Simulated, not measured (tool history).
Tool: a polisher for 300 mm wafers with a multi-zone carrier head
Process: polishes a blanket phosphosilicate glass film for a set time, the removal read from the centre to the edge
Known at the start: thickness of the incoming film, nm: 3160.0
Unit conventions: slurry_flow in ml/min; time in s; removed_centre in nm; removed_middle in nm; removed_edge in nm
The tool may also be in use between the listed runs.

{"run": 1, "hour": 0.0, "slurry_flow": 285, "centre_zone": 1.0, "middle_zone": 1.0, "edge_zone": 1.0, "slurry_solids": 1.0, "time": 68, "removed_centre": 764.84, "removed_middle": 771.06, "removed_edge": 753.27}
{"run": 2, "hour": 4.2, "slurry_flow": 275, "centre_zone": 0.99, "middle_zone": 0.98, "edge_zone": 0.99, "slurry_solids": 1.0, "time": 68, "removed_centre": 746.18, "removed_middle": 752.94, "removed_edge": 759.07}
{"run": 3, "hour": 6.9, "slurry_flow": 275, "centre_zone": 0.99, "middle_zone": 0.98, "edge_zone": 0.99, "slurry_solids": 1.2, "time": 68, "removed_centre": 800.74, "removed_middle": 804.14, "removed_edge": 811.64}
{"run": 4, "hour": 9.6, "slurry_flow": 270, "centre_zone": 0.98, "middle_zone": 0.96, "edge_zone": 0.96, "slurry_solids": 1.15, "time": 68, "removed_centre": 788.83, "removed_middle": 762.37, "removed_edge": 784.65}
{"run": 5, "hour": 15.6, "slurry_flow": 265, "centre_zone": 0.95, "middle_zone": 0.96, "edge_zone": 0.94, "slurry_solids": 1.1, "time": 68, "removed_centre": 743.36, "removed_middle": 764.85, "removed_edge": 759.36}
{"run": 6, "hour": 23.4, "slurry_flow": 265, "centre_zone": 0.95, "middle_zone": 0.96, "edge_zone": 1.0, "slurry_solids": 1.1, "time": 68, "removed_centre": 746.21, "removed_middle": 759.12, "removed_edge": 766.73}

Run 7 is up next; what results do you expect?
{"run": 7, "hour": 24.7, "slurry_flow": 255, "centre_zone": 0.94, "middle_zone": 0.95, "edge_zone": 0.99, "slurry_solids": 1.05, "time": 68, "removed_centre": "?", "removed_middle": "?", "removed_edge": "?"}

removed_centre: 729.19 nm
removed_middle: 738.75 nm
removed_edge: 757.98 nm
